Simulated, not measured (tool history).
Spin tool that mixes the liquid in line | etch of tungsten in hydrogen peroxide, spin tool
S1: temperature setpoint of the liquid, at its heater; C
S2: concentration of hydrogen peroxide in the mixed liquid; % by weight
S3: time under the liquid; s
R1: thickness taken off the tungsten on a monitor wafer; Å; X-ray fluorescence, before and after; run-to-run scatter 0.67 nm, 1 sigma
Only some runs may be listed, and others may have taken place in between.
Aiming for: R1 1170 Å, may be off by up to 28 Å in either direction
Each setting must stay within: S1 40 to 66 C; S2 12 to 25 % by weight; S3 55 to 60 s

run 1 hour=0 | S1=56 S2=17 S3=55 | R1=1850
run 2 hour=6.3 | S1=56 S2=14.5 S3=55 | R1=1698.4
run 3 hour=12.9 | S1=59.5 S2=14.5 S3=55 | R1=2099.4
run 4 hour=21.2 | S1=56 S2=14.5 S3=55 | R1=1705.8
run 5 hour=28.1 | S1=56 S2=12 S3=55 | R1=1546.2
run 6 hour=29 | S1=56 S2=12 S3=60 | R1=1683.6
run 7 hour=32.5 | S1=54 S2=12 S3=60 | R1=1510.6
run 8 hour=36.5 | S1=52.5 S2=12 S3=60 | R1=1365.1
run 9 hour=40.3 | S1=52 S2=12 S3=60 | R1=1329.7
run 10 hour=46.4 | S1=51.5 S2=12 S3=60 | R1=1289.8

Exercise: of the 4 proposed moves below, exactly one satisfies all targets within the stated allowed misses. Which move is it?
run A hour=52.5 | S1=54 S2=12 S3=55 | R1=?
run B hour=52.5 | S1=51 S2=12 S3=60 | R1=?
run C hour=52.5 | S1=49.5 S2=12.5 S3=60 | R1=?
run D hour=52.5 | S1=53.5 S2=12 S3=60 | R1=?

move=A R1=1387.7
move=B R1=1263.7
move=C R1=1177
move=D R1=1469.3
A: moves away from the targets compared with the last run
B: an improvement on the last run, though not all results are within tolerance
C: all results in spec
D: moves away from the targets compared with the last run
Correct choice: C, which meets every target
